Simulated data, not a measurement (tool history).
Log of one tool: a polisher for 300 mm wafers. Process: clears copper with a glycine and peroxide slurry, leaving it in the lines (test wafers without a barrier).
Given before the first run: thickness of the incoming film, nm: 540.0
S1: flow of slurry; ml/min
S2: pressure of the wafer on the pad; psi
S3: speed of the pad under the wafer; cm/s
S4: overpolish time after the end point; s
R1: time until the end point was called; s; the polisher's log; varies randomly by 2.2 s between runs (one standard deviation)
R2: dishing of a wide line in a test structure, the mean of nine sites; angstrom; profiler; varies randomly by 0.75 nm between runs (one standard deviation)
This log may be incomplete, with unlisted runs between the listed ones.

{"run": 1, "hour": 0.0, "S1": 320, "S2": 3.0, "S3": 104, "S4": 18, "R1": 109.78, "R2": 556.48}
{"run": 2, "hour": 7.2, "S1": 320, "S2": 2.7, "S3": 102, "S4": 19, "R1": 122.26, "R2": 530.2}
{"run": 3, "hour": 11.7, "S1": 385, "S2": 2.7, "S3": 102, "S4": 19, "R1": 118.23, "R2": 544.89}
{"run": 4, "hour": 19.0, "S1": 385, "S2": 2.7, "S3": 102, "S4": 15, "R1": 113.5, "R2": 456.22}
{"run": 5, "hour": 23.1, "S1": 385, "S2": 2.7, "S3": 90, "S4": 15, "R1": 129.63, "R2": 414.95}
{"run": 6, "hour": 30.6, "S1": 375, "S2": 2.6, "S3": 90, "S4": 17, "R1": 134.95, "R2": 438.55}

Run 7 has not been measured yet. What should we expect?
{"run": 7, "hour": 37.9, "S1": 365, "S2": 2.6, "S3": 90, "S4": 18, "R1": "?", "R2": "?"}

R1: 137.48 s
R2: 483.76 angstrom
